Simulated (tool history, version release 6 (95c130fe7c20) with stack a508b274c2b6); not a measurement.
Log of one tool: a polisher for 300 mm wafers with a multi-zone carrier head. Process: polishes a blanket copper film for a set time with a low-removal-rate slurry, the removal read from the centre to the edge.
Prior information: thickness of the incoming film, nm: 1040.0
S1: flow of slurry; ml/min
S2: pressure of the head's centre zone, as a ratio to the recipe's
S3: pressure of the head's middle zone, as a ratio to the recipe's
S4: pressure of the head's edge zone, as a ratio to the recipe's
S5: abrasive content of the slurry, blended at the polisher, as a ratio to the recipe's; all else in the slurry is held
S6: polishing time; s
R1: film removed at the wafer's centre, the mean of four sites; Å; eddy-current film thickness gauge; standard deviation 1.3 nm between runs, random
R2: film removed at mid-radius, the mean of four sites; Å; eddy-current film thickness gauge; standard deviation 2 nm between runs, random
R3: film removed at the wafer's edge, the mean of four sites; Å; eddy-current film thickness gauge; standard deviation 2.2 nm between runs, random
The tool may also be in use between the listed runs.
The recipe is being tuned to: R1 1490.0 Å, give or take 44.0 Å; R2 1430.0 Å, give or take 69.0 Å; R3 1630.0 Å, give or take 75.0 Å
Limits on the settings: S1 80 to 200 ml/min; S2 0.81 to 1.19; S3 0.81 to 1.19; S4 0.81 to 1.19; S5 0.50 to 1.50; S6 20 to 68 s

run,hour,S1,S2,S3,S4,S5,S6,R1,R2,R3
1,0.0,130,1.00,1.00,1.00,1.00,44,2425.6,2609.0,2602.8
2,6.6,125,1.00,0.98,0.99,0.95,43,2309.8,2481.6,2494.6
3,10.2,125,1.00,0.98,1.03,0.95,43,2287.2,2491.5,2563.0
4,17.5,95,1.00,0.98,1.03,0.95,43,2088.5,2395.5,2455.8
# hour 23.9: centre zone pressure recalibrated
5,23.9,95,1.00,0.98,0.98,0.95,43,2241.5,2358.2,2391.1
6,25.8,95,1.00,1.02,0.98,0.95,43,2257.3,2339.7,2300.0
7,31.1,95,1.00,1.00,0.97,0.90,42,2177.0,2281.0,2285.8
8,37.7,95,1.00,0.98,0.96,0.85,40,2085.6,2136.9,2128.2
9,44.0,95,1.00,0.96,0.96,0.80,39,2003.8,2034.4,2068.2

Pick the move, out of 5, that brings all results within their allowed miss; only one does.
A,50.3,110,0.98,0.88,1.09,0.85,28,?,?,?
B,50.3,80,0.81,1.06,1.08,0.95,29,?,?,?
C,50.3,135,1.00,1.13,1.00,0.75,53,?,?,?
D,50.3,95,0.88,1.06,0.91,0.75,30,?,?,?
E,50.3,85,1.19,0.81,0.97,0.65,27,?,?,?

move,R1,R2,R3
A,1524.1,1485.9,1643.9
B,1269.8,1593.3,1594.7
C,3058.0,3484.3,3039.8
D,1439.6,1708.9,1540.3
E,1449.4,1207.5,1374.0
A: in spec on every target
B: pushes the last run's worst result past its target
C: lands further from the targets than the last run did
D: pushes the last run's worst result past its target
E: brings the last run's worst result on target, with another outside its allowed miss
The right move is A.
